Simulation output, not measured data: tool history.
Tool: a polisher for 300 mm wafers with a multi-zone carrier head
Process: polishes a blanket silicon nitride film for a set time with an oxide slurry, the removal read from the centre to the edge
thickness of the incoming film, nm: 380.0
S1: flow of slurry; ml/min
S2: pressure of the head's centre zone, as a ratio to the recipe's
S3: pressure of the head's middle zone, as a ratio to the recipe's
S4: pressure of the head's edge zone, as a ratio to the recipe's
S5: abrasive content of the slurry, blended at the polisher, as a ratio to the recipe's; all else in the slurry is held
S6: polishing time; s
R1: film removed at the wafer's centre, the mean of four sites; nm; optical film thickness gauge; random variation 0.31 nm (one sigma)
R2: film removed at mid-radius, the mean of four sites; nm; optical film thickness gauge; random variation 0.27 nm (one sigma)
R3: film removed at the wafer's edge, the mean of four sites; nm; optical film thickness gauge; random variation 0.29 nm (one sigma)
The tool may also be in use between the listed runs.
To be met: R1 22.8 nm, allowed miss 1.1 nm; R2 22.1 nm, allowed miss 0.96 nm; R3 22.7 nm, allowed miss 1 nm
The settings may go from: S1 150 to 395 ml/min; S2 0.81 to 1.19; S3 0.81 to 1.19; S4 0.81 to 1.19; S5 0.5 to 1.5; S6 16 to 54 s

run	day	S1	S2	S3	S4	S5	S6	R1	R2	R3
1	0	250	1	1	1	1	35	27.941	28.284	29.59
2	0.371	250	1	1	0.99	0.95	35	26.642	26.779	27.882
3	0.667	250	1	0.94	0.99	0.95	35	26.84	26.068	27.44
4	1.004	250	0.99	0.93	0.98	0.95	35	26.126	25.919	28.249
5	1.158	250	0.95	0.93	0.98	0.95	35	25.73	26.244	27.535
6	1.462	250	0.95	0.93	1.02	0.95	35	25.002	25.101	28.437
7	1.492	250	0.95	0.92	1.01	0.9	35	23.919	24.176	27.374
8	1.633	250	0.95	0.91	1	0.9	35	24.012	24.122	26.112
9	1.921	250	0.95	0.9	0.99	0.9	35	24.149	23.76	27.026
10	2.142	250	0.95	0.9	0.97	0.9	35	23.824	23.971	26.531
11	2.242	250	0.96	0.9	0.96	0.9	35	24.504	24.284	26.217
12	2.554	250	0.96	0.89	0.95	0.9	35	25.08	23.5	26.429
13	2.729	250	0.96	0.9	0.94	0.9	35	24.852	24.302	25.772
14	2.879	250	0.96	0.89	0.93	0.9	35	24.455	23.663	25.625
15	3.208	250	0.96	0.89	0.92	0.9	35	24.639	23.485	26.457
16	3.379	250	0.97	0.9	0.92	0.85	35	23.633	22.401	25.306
17	3.479	255	0.97	0.91	0.91	0.85	35	24.22	23.142	24.271
18	3.571	255	0.95	0.9	0.89	0.85	35	23.434	23.059	24.589
19	3.892	255	0.95	0.9	0.88	0.85	35	23.7	23.247	24.418
20	3.946	255	0.95	0.9	0.87	0.85	35	23.163	23.449	23.913
21	4.321	255	0.96	0.88	0.84	0.85	35	23.515	22.654	23.294

Which of these 5 next moves meets every target?
A	4.696	395	0.94	0.99	0.81	1	29	?	?	?
B	4.696	235	0.96	0.89	0.82	0.85	34	?	?	?
C	4.696	260	0.93	0.86	0.96	0.8	36	?	?	?
D	4.696	205	0.95	0.84	1.02	0.75	41	?	?	?
E	4.696	210	0.87	0.81	0.96	0.75	41	?	?	?

move	R1	R2	R3
A	22.526	24.544	22.505
B	22.71	22.279	22.728
C	22.359	21.995	24.749
D	23.787	22.526	26.79
E	21.832	21.94	26.087
A: brings the result that was furthest off to its target, and leaves another outside
B: meets every target
C: brings the result that was furthest off to its target, and leaves another outside
D: brings the result that was furthest off to its target, and leaves another outside
E: brings the result that was furthest off to its target, and leaves another outside
Answer: B
